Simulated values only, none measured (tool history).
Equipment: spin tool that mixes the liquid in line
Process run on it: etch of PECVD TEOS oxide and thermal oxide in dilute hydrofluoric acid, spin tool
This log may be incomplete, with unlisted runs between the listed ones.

run,day,temperature setpoint of the liquid (°C),parts of water to one part of 49 % hydrofluoric acid (parts by volume),time under the liquid (s),thickness taken off the PECVD TEOS oxide on a monitor wafer (angstrom),thickness taken off the thermal oxide on a monitor wafer (angstrom)
1,0,24,75,115,387.02,71.217
2,0.312,24,75,160,540.1,100.11
3,0.454,24,75,180,608.53,111.43
4,0.733,23,80,180,548.62,101.57
5,0.829,22,80,180,527.27,96.962
6,0.983,22,80,220,638.38,119.17

Estimate the outcome of run 7 from the log above:
7,1.342,21,85,220,?,?

{"run 7": {"thickness taken off the PECVD TEOS oxide on a monitor wafer (angstrom)": 578.25, "thickness taken off the thermal oxide on a monitor wafer (angstrom)": 105.9}}

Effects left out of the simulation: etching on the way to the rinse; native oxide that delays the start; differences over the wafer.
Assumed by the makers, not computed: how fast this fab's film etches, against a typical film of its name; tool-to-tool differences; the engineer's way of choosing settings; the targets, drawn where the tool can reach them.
